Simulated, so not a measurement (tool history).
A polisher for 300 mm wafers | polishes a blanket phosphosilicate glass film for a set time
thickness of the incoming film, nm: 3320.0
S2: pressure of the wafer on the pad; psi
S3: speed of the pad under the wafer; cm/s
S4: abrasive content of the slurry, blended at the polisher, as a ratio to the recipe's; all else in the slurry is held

{"run": 1, "hour": 0.0, "flow of slurry (ml/min)": 135, "S2": 2.3, "S3": 88, "S4": 1.0, "polishing time (s)": 83, "film removed (angstrom)": 4862.2}
{"run": 2, "hour": 5.1, "flow of slurry (ml/min)": 160, "S2": 2.3, "S3": 88, "S4": 1.0, "polishing time (s)": 83, "film removed (angstrom)": 4961.7}
{"run": 3, "hour": 7.7, "flow of slurry (ml/min)": 160, "S2": 2.3, "S3": 98, "S4": 1.0, "polishing time (s)": 83, "film removed (angstrom)": 5543.5}
{"run": 4, "hour": 13.1, "flow of slurry (ml/min)": 160, "S2": 2.4, "S3": 98, "S4": 1.0, "polishing time (s)": 83, "film removed (angstrom)": 5695.0}
{"run": 5, "hour": 13.9, "flow of slurry (ml/min)": 160, "S2": 2.9, "S3": 98, "S4": 1.0, "polishing time (s)": 83, "film removed (angstrom)": 6899.4}
{"run": 6, "hour": 17.4, "flow of slurry (ml/min)": 160, "S2": 3.3, "S3": 98, "S4": 1.0, "polishing time (s)": 83, "film removed (angstrom)": 7645.1}
{"run": 7, "hour": 19.4, "flow of slurry (ml/min)": 160, "S2": 3.3, "S3": 98, "S4": 1.0, "polishing time (s)": 83, "film removed (angstrom)": 7721.9}

Predict the results of run 8:
{"run": 8, "hour": 25.7, "flow of slurry (ml/min)": 155, "S2": 3.1, "S3": 98, "S4": 1.0, "polishing time (s)": 83, "film removed (angstrom)": "?"}

{"run 8": {"film removed (angstrom)": 7226.0}}
